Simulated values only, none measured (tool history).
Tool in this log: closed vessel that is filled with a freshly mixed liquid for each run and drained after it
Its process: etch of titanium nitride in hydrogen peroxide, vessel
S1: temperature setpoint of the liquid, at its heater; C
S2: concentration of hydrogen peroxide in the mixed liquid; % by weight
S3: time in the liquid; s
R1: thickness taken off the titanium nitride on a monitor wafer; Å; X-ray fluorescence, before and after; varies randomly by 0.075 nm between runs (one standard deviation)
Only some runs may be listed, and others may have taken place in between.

| run | day | S1 | S2 | S3 | R1 |
|---|---|---|---|---|---|
| 1 | 0 | 51 | 25 | 95 | 41.386 |
| 2 | 0.204 | 51 | 30 | 95 | 43.174 |
| 3 | 0.433 | 54.5 | 30 | 95 | 55.255 |
| 4 | 0.633 | 56.5 | 30 | 95 | 62.683 |
| 5 | 0.75 | 56.5 | 30 | 95 | 63.246 |
| 6 | 1.117 | 58 | 30 | 95 | 70.59 |
| 7 | 1.362 | 59 | 30 | 95 | 74.013 |

Forecast run 8:
| 8 | 1.479 | 63 | 30 | 95 | ? |

R1: 99.707 Å

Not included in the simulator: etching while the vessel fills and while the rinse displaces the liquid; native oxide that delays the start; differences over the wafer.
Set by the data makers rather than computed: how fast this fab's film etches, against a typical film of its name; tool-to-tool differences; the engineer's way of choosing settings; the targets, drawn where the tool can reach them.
